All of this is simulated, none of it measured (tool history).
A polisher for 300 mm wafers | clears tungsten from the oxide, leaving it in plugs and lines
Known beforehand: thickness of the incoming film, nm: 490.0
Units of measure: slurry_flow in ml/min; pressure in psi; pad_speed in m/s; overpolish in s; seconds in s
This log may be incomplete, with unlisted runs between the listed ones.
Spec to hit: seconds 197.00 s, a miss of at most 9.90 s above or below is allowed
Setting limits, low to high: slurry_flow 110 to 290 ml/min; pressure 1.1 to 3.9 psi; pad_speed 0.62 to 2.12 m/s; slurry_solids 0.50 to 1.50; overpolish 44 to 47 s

run	hour	slurry_flow	pressure	pad_speed	slurry_solids	overpolish	seconds
1	0.0	185	2.5	1.36	1.00	44	121.60
2	3.1	185	2.0	1.36	1.00	44	151.39
3	10.8	185	1.9	1.36	1.00	44	156.84
4	12.6	185	1.8	1.36	1.00	44	163.17
5	19.0	185	1.8	1.36	1.20	44	164.17
# hour 27.8: slurry tank refilled with fresh slurry and peroxide
6	27.8	185	1.7	1.36	1.20	44	147.54
7	34.1	185	1.6	1.34	1.20	44	157.41
8	40.6	185	1.5	1.32	1.20	44	169.24
9	41.1	185	1.4	1.32	1.20	44	184.02

Below are 5 possible settings for the next run. Only one of them brings all results inside the allowed miss of their targets. Which is it?
A	41.6	150	1.4	1.44	1.00	47	?
B	41.6	205	1.6	1.26	1.35	44	?
C	41.6	185	1.7	1.12	1.20	44	?
D	41.6	175	1.3	1.32	1.15	44	?
E	41.6	190	1.4	1.34	1.25	45	?

move	seconds
A	174.98
B	157.46
C	169.31
D	193.23
E	173.55
A: further off than the last run
B: further off than the last run
C: further off than the last run
D: all results in spec
E: further off than the last run
The right move is D.
